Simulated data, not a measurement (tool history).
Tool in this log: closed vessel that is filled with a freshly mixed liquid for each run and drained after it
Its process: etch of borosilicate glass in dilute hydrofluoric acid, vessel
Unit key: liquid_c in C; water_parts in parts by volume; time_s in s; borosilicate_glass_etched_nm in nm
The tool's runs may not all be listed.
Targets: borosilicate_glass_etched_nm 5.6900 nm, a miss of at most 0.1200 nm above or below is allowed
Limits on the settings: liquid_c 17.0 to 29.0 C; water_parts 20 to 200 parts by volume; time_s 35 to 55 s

run	hour	liquid_c	water_parts	time_s	borosilicate_glass_etched_nm
1	0.0	21.0	110	55	6.9547
2	2.8	21.0	110	55	6.9836
3	9.0	21.0	110	35	4.4273
4	17.3	21.0	125	35	3.8284
5	20.6	19.5	125	35	3.5838
6	23.1	19.5	125	35	3.6130
7	26.4	23.5	115	35	4.6788
8	28.4	25.0	110	35	5.1527

Which of these 5 next moves meets every target?
A	30.4	21.0	125	55	?
B	30.4	27.5	145	50	?
C	30.4	22.5	120	50	?
D	30.4	22.0	125	50	?
E	30.4	25.0	125	35	?

move	borosilicate_glass_etched_nm
A	5.9823
B	5.8831
C	6.0477
D	5.6596
E	4.4547
A: pushes the last run's worst result past its target
B: pushes the last run's worst result past its target
C: pushes the last run's worst result past its target
D: each result inside its tolerance
E: its largest miss is bigger than the last run's
Answer: D
